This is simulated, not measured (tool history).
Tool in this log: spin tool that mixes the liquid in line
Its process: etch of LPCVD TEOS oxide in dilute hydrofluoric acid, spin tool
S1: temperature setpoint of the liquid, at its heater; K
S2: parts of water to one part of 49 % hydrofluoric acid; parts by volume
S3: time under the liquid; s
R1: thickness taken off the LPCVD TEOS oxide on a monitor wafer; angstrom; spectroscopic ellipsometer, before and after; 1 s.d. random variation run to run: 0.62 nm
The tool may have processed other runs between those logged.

run 1 hour=0 | S1=296.15 S2=95 S3=50 | R1=275.56
run 2 hour=5.5 | S1=297.15 S2=90 S3=50 | R1=303.73
run 3 hour=13.6 | S1=298.65 S2=90 S3=50 | R1=321.66
run 4 hour=16.9 | S1=299.15 S2=85 S3=50 | R1=354.57
run 5 hour=18.5 | S1=299.15 S2=110 S3=50 | R1=260.88
run 6 hour=26.5 | S1=299.65 S2=100 S3=50 | R1=298.62
-- hour=30.5 thermometer replaced
run 7 hour=30.5 | S1=300.15 S2=90 S3=50 | R1=361.52
run 8 hour=31.3 | S1=300.65 S2=85 S3=50 | R1=397.2
run 9 hour=36.9 | S1=301.15 S2=80 S3=50 | R1=430.97
run 10 hour=40.4 | S1=304.15 S2=45 S3=50 | R1=885.79
run 11 hour=43.3 | S1=303.65 S2=45 S3=50 | R1=870.53
run 12 hour=44.6 | S1=303.15 S2=45 S3=50 | R1=866.13

Predict the results of run 13:
run 13 hour=45.3 | S1=299.15 S2=50 S3=50 | R1=?

R1: 655.77 angstrom
